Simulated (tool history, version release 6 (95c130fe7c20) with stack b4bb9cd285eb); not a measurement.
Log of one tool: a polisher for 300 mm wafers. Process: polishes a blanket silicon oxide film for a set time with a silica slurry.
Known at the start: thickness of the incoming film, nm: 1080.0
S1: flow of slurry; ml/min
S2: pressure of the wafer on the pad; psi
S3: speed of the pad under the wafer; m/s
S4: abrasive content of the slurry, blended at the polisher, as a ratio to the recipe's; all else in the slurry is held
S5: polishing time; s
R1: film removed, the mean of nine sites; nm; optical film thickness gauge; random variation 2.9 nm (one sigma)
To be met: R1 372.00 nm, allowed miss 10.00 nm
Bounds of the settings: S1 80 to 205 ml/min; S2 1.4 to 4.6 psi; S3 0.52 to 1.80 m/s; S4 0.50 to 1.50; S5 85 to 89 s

{"run": 1, "hour": 0.0, "S1": 135, "S2": 3.0, "S3": 1.16, "S4": 1.0, "S5": 85, "R1": 209.37}
{"run": 2, "hour": 8.7, "S1": 145, "S2": 3.5, "S3": 1.16, "S4": 1.0, "S5": 85, "R1": 246.46}
{"run": 3, "hour": 16.0, "S1": 145, "S2": 3.5, "S3": 1.0, "S4": 1.0, "S5": 85, "R1": 218.88}
{"run": 4, "hour": 17.7, "S1": 145, "S2": 3.5, "S3": 1.0, "S4": 1.2, "S5": 85, "R1": 243.69}
{"run": 5, "hour": 23.7, "S1": 145, "S2": 4.0, "S3": 1.0, "S4": 1.2, "S5": 85, "R1": 271.66}
{"run": 6, "hour": 29.1, "S1": 155, "S2": 4.2, "S3": 1.04, "S4": 1.2, "S5": 85, "R1": 298.93}
{"run": 7, "hour": 36.9, "S1": 160, "S2": 4.3, "S3": 1.08, "S4": 1.2, "S5": 85, "R1": 317.92}
{"hour": 41.4, "done": "slurry nozzle cleaned"}
{"run": 8, "hour": 41.4, "S1": 165, "S2": 4.4, "S3": 1.1, "S4": 1.2, "S5": 85, "R1": 361.18}
{"run": 9, "hour": 41.9, "S1": 165, "S2": 4.4, "S3": 1.1, "S4": 1.2, "S5": 85, "R1": 361.28}
{"run": 10, "hour": 48.1, "S1": 170, "S2": 4.4, "S3": 1.1, "S4": 1.2, "S5": 85, "R1": 358.75}

5 next moves are on the table. One of them brings every result within its allowed miss. Which?
{"run": "A", "hour": 54.3, "S1": 160, "S2": 4.0, "S3": 1.38, "S4": 1.15, "S5": 89, "R1": "?"}
{"run": "B", "hour": 54.3, "S1": 155, "S2": 4.4, "S3": 1.16, "S4": 1.3, "S5": 86, "R1": "?"}
{"run": "C", "hour": 54.3, "S1": 170, "S2": 4.6, "S3": 1.04, "S4": 1.15, "S5": 85, "R1": "?"}
{"run": "D", "hour": 54.3, "S1": 165, "S2": 4.5, "S3": 0.96, "S4": 1.2, "S5": 89, "R1": "?"}
{"run": "E", "hour": 54.3, "S1": 185, "S2": 4.2, "S3": 1.12, "S4": 1.25, "S5": 88, "R1": "?"}

move=A R1=401.48
move=B R1=392.11
move=C R1=352.30
move=D R1=345.71
move=E R1=376.32
A: takes the result that was furthest off past its target
B: takes the result that was furthest off past its target
C: further off than the last run
D: further off than the last run
E: meets every target
Move E is the one to make.
